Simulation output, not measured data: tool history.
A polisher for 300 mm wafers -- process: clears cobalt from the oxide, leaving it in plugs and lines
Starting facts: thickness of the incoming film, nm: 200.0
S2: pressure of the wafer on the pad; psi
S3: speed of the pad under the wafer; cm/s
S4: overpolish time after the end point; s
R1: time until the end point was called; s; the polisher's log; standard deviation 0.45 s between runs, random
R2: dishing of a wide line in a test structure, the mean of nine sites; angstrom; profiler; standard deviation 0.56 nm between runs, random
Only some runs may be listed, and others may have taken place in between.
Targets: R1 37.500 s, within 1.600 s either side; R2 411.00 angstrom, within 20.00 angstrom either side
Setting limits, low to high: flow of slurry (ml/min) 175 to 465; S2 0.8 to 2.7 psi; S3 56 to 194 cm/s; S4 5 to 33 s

{"run": 1, "hour": 0.0, "flow of slurry (ml/min)": 295, "S2": 1.7, "S3": 124, "S4": 17, "R1": 47.319, "R2": 381.52}
{"run": 2, "hour": 0.8, "flow of slurry (ml/min)": 295, "S2": 1.7, "S3": 104, "S4": 17, "R1": 56.604, "R2": 360.99}
{"run": 3, "hour": 1.5, "flow of slurry (ml/min)": 295, "S2": 1.9, "S3": 104, "S4": 17, "R1": 51.501, "R2": 369.86}
{"run": 4, "hour": 8.5, "flow of slurry (ml/min)": 295, "S2": 1.9, "S3": 104, "S4": 11, "R1": 52.339, "R2": 314.92}
{"run": 5, "hour": 10.9, "flow of slurry (ml/min)": 295, "S2": 2.1, "S3": 106, "S4": 13, "R1": 44.885, "R2": 351.44}
{"run": 6, "hour": 17.4, "flow of slurry (ml/min)": 295, "S2": 1.9, "S3": 106, "S4": 13, "R1": 50.879, "R2": 343.98}
{"run": 7, "hour": 22.3, "flow of slurry (ml/min)": 295, "S2": 2.0, "S3": 106, "S4": 14, "R1": 48.146, "R2": 352.79}
{"run": 8, "hour": 28.6, "flow of slurry (ml/min)": 295, "S2": 2.1, "S3": 106, "S4": 15, "R1": 46.792, "R2": 374.52}
{"run": 9, "hour": 33.3, "flow of slurry (ml/min)": 295, "S2": 2.2, "S3": 106, "S4": 15, "R1": 43.225, "R2": 382.37}
{"run": 10, "hour": 41.9, "flow of slurry (ml/min)": 295, "S2": 2.3, "S3": 106, "S4": 15, "R1": 41.641, "R2": 381.22}
{"run": 11, "hour": 44.7, "flow of slurry (ml/min)": 295, "S2": 2.4, "S3": 106, "S4": 16, "R1": 40.038, "R2": 398.18}

Exercise: of the 4 proposed moves below, exactly one satisfies all targets within the stated allowed misses. Which move is it?
{"run": "A", "hour": 47.5, "flow of slurry (ml/min)": 345, "S2": 2.7, "S3": 112, "S4": 20, "R1": "?", "R2": "?"}
{"run": "B", "hour": 47.5, "flow of slurry (ml/min)": 245, "S2": 2.6, "S3": 108, "S4": 18, "R1": "?", "R2": "?"}
{"run": "C", "hour": 47.5, "flow of slurry (ml/min)": 285, "S2": 2.3, "S3": 106, "S4": 18, "R1": "?", "R2": "?"}
{"run": "D", "hour": 47.5, "flow of slurry (ml/min)": 310, "S2": 2.5, "S3": 120, "S4": 16, "R1": "?", "R2": "?"}

move=A R1=33.804 R2=421.24
move=B R1=37.477 R2=410.29
move=C R1=42.390 R2=401.56
move=D R1=34.395 R2=407.85
A: the result that was furthest off in the last run now lies on the other side of its target
B: every result within its allowed miss
C: misses by more than the last run did
D: the result that was furthest off in the last run now lies on the other side of its target
B is the move that brings every result within its allowed miss.
